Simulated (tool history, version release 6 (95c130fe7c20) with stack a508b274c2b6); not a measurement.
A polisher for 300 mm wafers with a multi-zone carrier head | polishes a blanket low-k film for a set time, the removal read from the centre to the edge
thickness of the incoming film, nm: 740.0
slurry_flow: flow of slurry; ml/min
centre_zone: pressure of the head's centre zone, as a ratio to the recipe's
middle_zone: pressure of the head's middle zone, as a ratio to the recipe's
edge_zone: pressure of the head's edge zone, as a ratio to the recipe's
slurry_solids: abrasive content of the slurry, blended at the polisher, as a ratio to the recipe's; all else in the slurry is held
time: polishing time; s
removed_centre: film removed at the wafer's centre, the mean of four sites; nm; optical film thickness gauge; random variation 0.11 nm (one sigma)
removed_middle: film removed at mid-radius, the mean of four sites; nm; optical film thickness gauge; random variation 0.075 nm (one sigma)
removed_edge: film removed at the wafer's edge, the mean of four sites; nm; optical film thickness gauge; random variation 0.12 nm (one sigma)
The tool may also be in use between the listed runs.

run 1 hour=0 | slurry_flow=145 centre_zone=1 middle_zone=1 edge_zone=1 slurry_solids=1 time=53 | removed_centre=13.348 removed_middle=13.065 removed_edge=13.256
run 2 hour=1.3 | slurry_flow=145 centre_zone=1 middle_zone=1.04 edge_zone=1 slurry_solids=1 time=53 | removed_centre=13.246 removed_middle=13.541 removed_edge=13.371
run 3 hour=8.6 | slurry_flow=140 centre_zone=0.99 middle_zone=1.01 edge_zone=0.98 slurry_solids=0.9 time=53 | removed_centre=12.5 removed_middle=12.515 removed_edge=12.58
run 4 hour=10.6 | slurry_flow=140 centre_zone=0.99 middle_zone=1.01 edge_zone=0.98 slurry_solids=0.8 time=53 | removed_centre=12.024 removed_middle=11.987 removed_edge=11.97
run 5 hour=14 | slurry_flow=135 centre_zone=0.98 middle_zone=0.99 edge_zone=0.96 slurry_solids=0.75 time=53 | removed_centre=11.536 removed_middle=11.404 removed_edge=11.628
run 6 hour=20 | slurry_flow=135 centre_zone=0.98 middle_zone=0.98 edge_zone=0.94 slurry_solids=0.7 time=52 | removed_centre=10.732 removed_middle=10.805 removed_edge=11.038
run 7 hour=28.2 | slurry_flow=130 centre_zone=0.99 middle_zone=0.97 edge_zone=0.92 slurry_solids=0.65 time=52 | removed_centre=10.521 removed_middle=10.199 removed_edge=10.648

Run 8 comes next. What will it give?
run 8 hour=33 | slurry_flow=125 centre_zone=0.99 middle_zone=0.97 edge_zone=0.9 slurry_solids=0.6 time=52 | removed_centre=? removed_middle=? removed_edge=?

{"run 8": {"removed_centre": 10.106, "removed_middle": 9.9609, "removed_edge": 10.085}}
